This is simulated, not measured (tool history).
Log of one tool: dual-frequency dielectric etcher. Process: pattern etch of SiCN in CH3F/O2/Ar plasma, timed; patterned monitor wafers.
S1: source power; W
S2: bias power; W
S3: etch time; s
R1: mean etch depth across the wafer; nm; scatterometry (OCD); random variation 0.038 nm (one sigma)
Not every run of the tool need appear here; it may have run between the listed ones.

| run | day | S1 | S2 | S3 | R1 |
|---|---|---|---|---|---|
| 1 | 0.000 | 510 | 57 | 30.5 | 10.5990 |
| 2 | 0.183 | 510 | 57 | 28.0 | 9.7419 |
| 3 | 0.233 | 500 | 57 | 28.0 | 9.7106 |
| 4 | 0.442 | 500 | 57 | 28.0 | 9.6311 |
| 5 | 0.742 | 560 | 57 | 28.0 | 10.1400 |
| 6 | 1.117 | 560 | 64 | 28.0 | 10.7290 |
| 7 | 1.183 | 540 | 64 | 28.0 | 10.6340 |
| 8 | 1.258 | 520 | 64 | 28.0 | 10.3910 |
| 9 | 1.404 | 500 | 64 | 28.0 | 10.3010 |
| 10 | 1.508 | 480 | 64 | 28.0 | 10.0800 |

Run 11, settings as shown, results not yet in. Your forecast:
| 11 | 1.804 | 470 | 64 | 28.0 | ? |

Run 11 yielded R1 9.9576 nm.
